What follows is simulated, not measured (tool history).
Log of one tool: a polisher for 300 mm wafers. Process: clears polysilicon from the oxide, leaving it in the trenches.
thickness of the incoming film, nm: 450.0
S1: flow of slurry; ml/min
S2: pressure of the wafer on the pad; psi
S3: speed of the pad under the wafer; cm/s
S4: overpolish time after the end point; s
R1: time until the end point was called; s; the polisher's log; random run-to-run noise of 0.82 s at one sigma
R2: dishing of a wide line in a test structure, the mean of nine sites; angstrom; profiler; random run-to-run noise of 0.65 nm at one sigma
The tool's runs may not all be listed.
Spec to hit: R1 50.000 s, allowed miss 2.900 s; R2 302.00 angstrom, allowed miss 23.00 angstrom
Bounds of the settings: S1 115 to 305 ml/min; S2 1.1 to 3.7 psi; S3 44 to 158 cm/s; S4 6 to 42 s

run	hour	S1	S2	S3	S4	R1	R2
1	0.0	195	2.4	100	21	42.504	405.83
2	6.7	195	2.4	100	14	43.263	415.80
3	11.0	195	2.1	100	14	48.313	415.61
4	13.5	195	2.2	96	18	49.041	409.07
5	21.0	165	2.2	96	18	49.108	409.22
6	29.1	160	2.3	94	21	49.056	404.83
7	32.4	155	2.4	92	24	47.053	411.95
8	38.3	175	2.2	96	27	48.964	416.37
9	41.8	175	2.2	96	27	47.429	415.80
10	50.5	165	2.4	90	24	49.113	418.38
11	52.6	160	2.2	96	21	50.569	430.03
12	54.8	215	2.8	68	31	50.687	389.63
13	58.9	230	2.9	64	29	52.098	423.23
14	64.7	215	2.7	70	31	52.767	413.43
15	72.2	160	2.1	98	21	51.618	422.80
16	80.2	180	2.3	90	19	49.571	403.23
17	83.6	185	2.4	84	17	51.163	391.20
18	84.2	175	2.6	78	15	49.474	401.50
19	86.9	195	2.7	74	14	49.105	385.45
20	90.9	195	2.8	70	13	50.972	396.67
21	96.3	210	2.9	66	12	51.560	393.43
22	99.5	195	3.0	62	11	53.287	359.65
23	103.0	185	3.1	60	10	52.920	360.11
24	104.2	175	3.2	60	9	52.820	351.77

Consider the 5 candidate settings below. Which is the only one whose results all fall within their allowed miss of target?
A	105.4	150	2.9	72	8	?	?
B	105.4	210	3.0	60	11	?	?
C	105.4	190	3.0	80	9	?	?
D	105.4	145	3.6	50	9	?	?
E	105.4	145	3.6	56	6	?	?

move	R1	R2
A	49.461	336.33
B	53.137	363.32
C	42.100	366.33
D	54.643	338.54
E	49.799	296.91
A: moves toward the targets from the last run without getting all of them in spec
B: misses by more than the last run did
C: misses by more than the last run did
D: moves toward the targets from the last run without getting all of them in spec
E: hits every target within its allowed miss
Answer: E
